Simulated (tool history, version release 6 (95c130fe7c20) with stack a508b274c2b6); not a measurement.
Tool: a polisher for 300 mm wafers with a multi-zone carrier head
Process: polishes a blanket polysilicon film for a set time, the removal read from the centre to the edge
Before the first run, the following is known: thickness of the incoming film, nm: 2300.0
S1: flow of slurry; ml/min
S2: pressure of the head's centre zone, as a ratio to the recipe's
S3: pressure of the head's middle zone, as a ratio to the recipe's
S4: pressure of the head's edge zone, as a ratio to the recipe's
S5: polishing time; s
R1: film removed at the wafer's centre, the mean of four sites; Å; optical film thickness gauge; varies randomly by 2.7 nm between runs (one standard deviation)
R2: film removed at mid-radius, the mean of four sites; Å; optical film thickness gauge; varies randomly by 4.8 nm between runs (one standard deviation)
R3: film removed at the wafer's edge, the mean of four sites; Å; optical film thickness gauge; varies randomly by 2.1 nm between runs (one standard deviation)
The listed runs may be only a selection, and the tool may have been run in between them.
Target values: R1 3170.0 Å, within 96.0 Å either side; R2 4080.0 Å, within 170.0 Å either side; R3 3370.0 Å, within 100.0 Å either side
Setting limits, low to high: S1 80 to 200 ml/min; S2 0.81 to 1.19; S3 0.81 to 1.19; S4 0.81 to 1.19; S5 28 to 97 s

| run | hour | S1 | S2 | S3 | S4 | S5 | R1 | R2 | R3 |
|---|---|---|---|---|---|---|---|---|---|
| 1 | 0.0 | 130 | 1.00 | 1.00 | 1.00 | 62 | 3334.2 | 3418.4 | 3217.3 |
| 2 | 8.9 | 130 | 0.99 | 1.03 | 1.01 | 62 | 3275.4 | 3435.1 | 3229.5 |
| 3 | 9.5 | 135 | 0.97 | 1.06 | 1.00 | 63 | 3296.0 | 3697.7 | 3254.3 |
| 4 | 18.0 | 135 | 0.96 | 1.07 | 1.01 | 63 | 3263.1 | 3704.4 | 3315.6 |
| 5 | 26.1 | 135 | 0.95 | 1.08 | 1.01 | 63 | 3257.3 | 3649.3 | 3284.2 |
| 6 | 33.6 | 135 | 0.99 | 1.08 | 1.01 | 63 | 3408.5 | 3694.3 | 3294.6 |
| 7 | 42.4 | 135 | 0.97 | 1.09 | 1.01 | 63 | 3288.7 | 3833.4 | 3295.5 |
| 8 | 43.7 | 135 | 0.97 | 1.09 | 1.01 | 63 | 3281.3 | 3751.4 | 3266.9 |

5 candidate next runs follow, results not yet known. Just one meets every target within its allowed miss. Identify it.
| A | 45.0 | 160 | 1.01 | 0.96 | 1.05 | 62 | ? | ? | ? |
| B | 45.0 | 130 | 0.90 | 1.16 | 1.00 | 66 | ? | ? | ? |
| C | 45.0 | 145 | 0.97 | 1.19 | 0.97 | 61 | ? | ? | ? |
| D | 45.0 | 105 | 0.96 | 0.98 | 1.14 | 67 | ? | ? | ? |
| E | 45.0 | 140 | 1.04 | 1.14 | 1.08 | 63 | ? | ? | ? |

| move | R1 | R2 | R3 |
|---|---|---|---|
| A | 3523.4 | 3387.5 | 3367.6 |
| B | 3234.1 | 4082.8 | 3413.3 |
| C | 3280.2 | 3936.2 | 3161.7 |
| D | 3307.6 | 3430.3 | 3552.3 |
| E | 3588.3 | 3890.6 | 3395.8 |
A: lands further from the targets than the last run did
B: meets every target
C: brings the result that was furthest off to its target, and leaves another outside
D: lands further from the targets than the last run did
E: lands further from the targets than the last run did
B is the move that brings every result within its allowed miss.
